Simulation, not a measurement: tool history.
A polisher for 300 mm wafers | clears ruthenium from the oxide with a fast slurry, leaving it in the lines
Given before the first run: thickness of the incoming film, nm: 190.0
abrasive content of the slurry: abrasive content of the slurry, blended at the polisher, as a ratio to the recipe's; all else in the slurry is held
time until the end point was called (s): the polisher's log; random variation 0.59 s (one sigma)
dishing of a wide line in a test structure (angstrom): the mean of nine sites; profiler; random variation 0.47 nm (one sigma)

run	day	flow of slurry (ml/min)	pressure of the wafer on the pad (psi)	speed of the pad under the wafer (cm/s)	abrasive content of the slurry	overpolish time after the end point (s)	time until the end point was called (s)	dishing of a wide line in a test structure (angstrom)
1	0	275	2.1	80	1	27	79.57	541.85
2	0.058	275	2.1	80	1	25	79.44	510.02
3	0.417	275	2.1	80	1	16	78.848	332.87
4	0.75	275	1.9	80	1	16	84.48	313.82
5	1	275	1.9	82	1	15	82.79	293.96
6	1.3	275	1.9	82	1	24	82.542	484.62
7	1.5	275	2	82	1	22	80.399	439.68
8	1.762	275	2.1	80	1.05	20	76.77	413.14

Forecast run 9:
9	2.129	285	2.2	80	1	19	?	?

Run 9 came out at time until the end point was called (s) 75.854, dishing of a wide line in a test structure (angstrom) 418.33.
